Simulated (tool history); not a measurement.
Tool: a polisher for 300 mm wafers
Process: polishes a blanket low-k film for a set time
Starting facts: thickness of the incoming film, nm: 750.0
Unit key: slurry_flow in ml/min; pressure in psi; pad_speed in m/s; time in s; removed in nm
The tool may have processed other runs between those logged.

run,hour,slurry_flow,pressure,pad_speed,slurry_solids,time,removed
1,0,270,2.1,0.76,1,106,36.017
2,6.5,325,2.1,0.76,1,106,36.194
3,8.3,325,2.1,0.94,1,106,41.812
4,10,325,2.1,0.94,1,112,44.318
5,14.6,325,2.1,0.94,1,106,42.253
6,20.1,325,2.1,0.94,1,106,41.387
7,24.2,325,1.8,0.86,1,106,36.54
8,30.5,325,1.6,0.74,0.95,106,30.388
9,38.8,325,1.5,0.66,0.9,106,26.613
10,39.7,325,1.4,0.6,0.9,106,24.927
11,48.1,325,1.4,0.6,0.9,106,25.135
12,48.8,325,1.3,0.56,0.9,106,22.011

Expected results for the next run?
13,51.8,325,1.2,0.56,0.9,106,?

Logged for run 13: removed 22.151 nm.

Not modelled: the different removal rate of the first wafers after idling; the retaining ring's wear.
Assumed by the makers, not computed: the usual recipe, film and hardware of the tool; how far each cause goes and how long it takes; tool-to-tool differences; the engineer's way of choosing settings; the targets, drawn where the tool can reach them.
